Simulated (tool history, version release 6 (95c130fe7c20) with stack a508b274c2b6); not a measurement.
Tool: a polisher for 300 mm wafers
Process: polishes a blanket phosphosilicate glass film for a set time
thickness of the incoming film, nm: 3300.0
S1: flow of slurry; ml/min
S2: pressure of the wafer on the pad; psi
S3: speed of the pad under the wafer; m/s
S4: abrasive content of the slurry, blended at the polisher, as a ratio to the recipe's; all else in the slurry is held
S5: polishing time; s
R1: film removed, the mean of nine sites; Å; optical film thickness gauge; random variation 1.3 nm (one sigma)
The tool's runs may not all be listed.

| run | hour | S1 | S2 | S3 | S4 | S5 | R1 |
|---|---|---|---|---|---|---|---|
| 1 | 0.0 | 215 | 2.9 | 1.1 | 1.00 | 31 | 2268.0 |
| 2 | 5.8 | 215 | 2.9 | 1.1 | 1.00 | 28 | 2057.5 |
| 3 | 13.9 | 215 | 2.8 | 1.1 | 1.00 | 28 | 1972.0 |
| 4 | 16.9 | 215 | 2.8 | 1.1 | 1.15 | 28 | 2094.6 |
| 5 | 23.3 | 215 | 2.7 | 1.1 | 1.15 | 28 | 2018.1 |
| 6 | 28.2 | 215 | 2.6 | 1.1 | 1.15 | 28 | 1953.5 |

Forecast run 7:
| 7 | 34.7 | 215 | 2.5 | 1.1 | 1.15 | 28 | ? |

{"run 7": {"R1": 1890.4}}
